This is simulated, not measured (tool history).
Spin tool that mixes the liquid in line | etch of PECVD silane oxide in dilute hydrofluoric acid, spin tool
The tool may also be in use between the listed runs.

run    day  temperature setpoint of the liquid (K)  parts of water to one part of 49 % hydrofluoric acid (parts by volume)  time under the liquid (s)  thickness taken off the PECVD silane oxide on a monitor wafer (angstrom)
  1      0                                  297.15                                                                      75                        140                                                                    419.26
  2  0.054                                  295.65                                                                      75                        140                                                                    395.96
  3  0.212                                  294.65                                                                      75                        140                                                                    378.17
  4  0.579                                  294.65                                                                      75                        150                                                                    401.05
  5  0.733                                  293.15                                                                      75                        150                                                                    383.56
  6  0.917                                  293.15                                                                      55                        150                                                                    525.26
  7  1.054                                  292.65                                                                      60                        150                                                                    474.97
  8  1.092                                  292.15                                                                      65                        150                                                                    422.76

The next listed run, before its measurement:
  9  1.346                                  290.15                                                                      85                        150                                                                         ?

Run 9 gave thickness taken off the PECVD silane oxide on a monitor wafer (angstrom) 294.52.
